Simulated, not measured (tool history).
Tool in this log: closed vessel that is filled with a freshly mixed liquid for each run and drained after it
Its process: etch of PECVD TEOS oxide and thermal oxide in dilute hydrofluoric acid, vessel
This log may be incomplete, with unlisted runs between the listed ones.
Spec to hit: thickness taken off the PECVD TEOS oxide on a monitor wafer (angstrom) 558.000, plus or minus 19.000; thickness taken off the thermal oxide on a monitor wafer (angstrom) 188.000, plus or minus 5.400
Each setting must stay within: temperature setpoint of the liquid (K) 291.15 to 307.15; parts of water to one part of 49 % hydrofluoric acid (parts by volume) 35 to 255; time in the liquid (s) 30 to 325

run,hour,temperature setpoint of the liquid (K),parts of water to one part of 49 % hydrofluoric acid (parts by volume),time in the liquid (s),thickness taken off the PECVD TEOS oxide on a monitor wafer (angstrom),thickness taken off the thermal oxide on a monitor wafer (angstrom)
1,0.0,299.15,145,165,161.520,52.637
2,5.5,299.15,165,165,132.510,45.212
3,10.0,299.15,165,140,113.240,39.111
4,16.4,295.65,165,140,99.223,33.941
5,25.7,298.15,135,150,151.030,49.850
6,30.3,298.15,135,80,79.920,27.017
7,35.3,300.15,115,110,144.980,48.239
8,41.0,301.65,95,120,205.940,69.743
9,42.3,302.65,80,125,271.780,90.899
10,49.6,303.65,70,125,326.360,108.820
11,51.9,304.65,65,125,362.030,122.750
12,56.1,305.15,60,125,405.200,137.220
13,57.8,307.15,35,125,791.320,263.530
14,59.6,306.65,35,125,778.920,260.110
15,61.3,305.65,35,125,731.780,247.620
16,62.4,304.15,35,125,689.790,234.130
17,63.8,302.65,35,125,664.180,220.530

Which single option among these 5 for the next run brings every result within its allowed miss of target? Just one does.
A,65.2,299.65,45,145,?,?
B,65.2,304.15,45,130,?,?
C,65.2,291.15,35,185,?,?
D,65.2,307.15,45,110,?,?
E,65.2,291.15,40,180,?,?

move,thickness taken off the PECVD TEOS oxide on a monitor wafer (angstrom),thickness taken off the thermal oxide on a monitor wafer (angstrom)
A,513.810,174.820
B,551.060,187.490
C,597.160,203.180
D,523.620,178.150
E,505.490,171.980
A: takes the biggest miss from the last run beyond its target
B: every result within its allowed miss
C: gains on the last run, yet a result remains outside its allowed miss
D: takes the biggest miss from the last run beyond its target
E: takes the biggest miss from the last run beyond its target
So the answer is move B, the one that meets all the targets.
